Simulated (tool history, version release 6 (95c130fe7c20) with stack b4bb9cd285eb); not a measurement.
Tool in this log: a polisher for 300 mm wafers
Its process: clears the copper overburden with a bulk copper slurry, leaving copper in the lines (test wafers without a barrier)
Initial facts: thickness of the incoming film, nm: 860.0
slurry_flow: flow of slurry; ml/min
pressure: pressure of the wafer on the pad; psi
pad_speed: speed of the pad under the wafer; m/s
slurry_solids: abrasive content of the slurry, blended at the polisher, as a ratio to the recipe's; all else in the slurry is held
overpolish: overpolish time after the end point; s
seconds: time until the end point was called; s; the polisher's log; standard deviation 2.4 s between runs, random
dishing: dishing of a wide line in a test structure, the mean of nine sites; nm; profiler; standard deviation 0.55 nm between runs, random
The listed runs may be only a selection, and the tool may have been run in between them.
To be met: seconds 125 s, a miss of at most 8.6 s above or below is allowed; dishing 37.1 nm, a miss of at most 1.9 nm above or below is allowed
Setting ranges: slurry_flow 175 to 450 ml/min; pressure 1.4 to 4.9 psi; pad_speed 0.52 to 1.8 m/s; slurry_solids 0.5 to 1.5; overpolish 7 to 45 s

Run 1, hour 0: slurry_flow 290 ml/min, pressure 3.1 psi, pad_speed 1.16 m/s, slurry_solids 1, overpolish 23 s. Result: seconds 75.248 s, dishing 40.735 nm.
Run 2, hour 5.3: slurry_flow 240 ml/min, pressure 3.1 psi, pad_speed 1.16 m/s, slurry_solids 1, overpolish 23 s. Result: seconds 78.181 s, dishing 40.167 nm.
Run 3, hour 8.3: slurry_flow 240 ml/min, pressure 3.8 psi, pad_speed 1.16 m/s, slurry_solids 1, overpolish 23 s. Result: seconds 64.335 s, dishing 41.602 nm.
Run 4, hour 14.5: slurry_flow 240 ml/min, pressure 3.8 psi, pad_speed 1.02 m/s, slurry_solids 1, overpolish 23 s. Result: seconds 75.662 s, dishing 40.696 nm.
Run 5, hour 17.5: slurry_flow 235 ml/min, pressure 3.5 psi, pad_speed 1 m/s, slurry_solids 1, overpolish 21 s. Result: seconds 81.963 s, dishing 39.34 nm.
Run 6, hour 20.1: slurry_flow 235 ml/min, pressure 3.5 psi, pad_speed 1 m/s, slurry_solids 1, overpolish 28 s. Result: seconds 79.74 s, dishing 40.505 nm.
Run 7, hour 24.5: slurry_flow 230 ml/min, pressure 3.2 psi, pad_speed 0.98 m/s, slurry_solids 1, overpolish 27 s. Result: seconds 87.931 s, dishing 40.686 nm.
Run 8, hour 32.8: slurry_flow 230 ml/min, pressure 3 psi, pad_speed 0.96 m/s, slurry_solids 1, overpolish 24 s. Result: seconds 93.052 s, dishing 39.685 nm.
Run 9, hour 37.7: slurry_flow 225 ml/min, pressure 2.8 psi, pad_speed 0.94 m/s, slurry_solids 1, overpolish 22 s. Result: seconds 100.56 s, dishing 39.121 nm.
Run 10, hour 41: slurry_flow 220 ml/min, pressure 2.7 psi, pad_speed 0.92 m/s, slurry_solids 1, overpolish 20 s. Result: seconds 108.39 s, dishing 39.317 nm.
Run 11, hour 43.6: slurry_flow 215 ml/min, pressure 2.6 psi, pad_speed 0.92 m/s, slurry_solids 1, overpolish 17 s. Result: seconds 110.76 s, dishing 37.78 nm.
Run 12, hour 44.6: slurry_flow 215 ml/min, pressure 2.5 psi, pad_speed 0.92 m/s, slurry_solids 1, overpolish 17 s. Result: seconds 111.2 s, dishing 37.126 nm.
Run 13, hour 46.4: slurry_flow 215 ml/min, pressure 2.4 psi, pad_speed 0.92 m/s, slurry_solids 1, overpolish 18 s. Result: seconds 109.93 s, dishing 37.413 nm.

Which of these 5 next moves meets every target?
Run A, hour 48.2: slurry_flow 225 ml/min, pressure 2.4 psi, pad_speed 0.86 m/s, slurry_solids 0.95, overpolish 17 s. Result: seconds ?, dishing ?.
Run B, hour 48.2: slurry_flow 210 ml/min, pressure 2.2 psi, pad_speed 0.72 m/s, slurry_solids 1.05, overpolish 22 s. Result: seconds ?, dishing ?.
Run C, hour 48.2: slurry_flow 280 ml/min, pressure 2.9 psi, pad_speed 0.96 m/s, slurry_solids 0.9, overpolish 45 s. Result: seconds ?, dishing ?.
Run D, hour 48.2: slurry_flow 240 ml/min, pressure 3.2 psi, pad_speed 0.62 m/s, slurry_solids 0.8, overpolish 38 s. Result: seconds ?, dishing ?.
Run E, hour 48.2: slurry_flow 195 ml/min, pressure 2.1 psi, pad_speed 1.06 m/s, slurry_solids 1.05, overpolish 19 s. Result: seconds ?, dishing ?.

move  seconds  dishing
   A   124.24   37.049
   B   152.79   37.312
   C   97.025   41.434
   D   145.09   41.232
   E    109.9   38.513
A: all results in spec
B: takes the result that was furthest off past its target
C: lands further from the targets than the last run did
D: takes the result that was furthest off past its target
E: just as far off the targets as the last run
The move that meets every target is A.
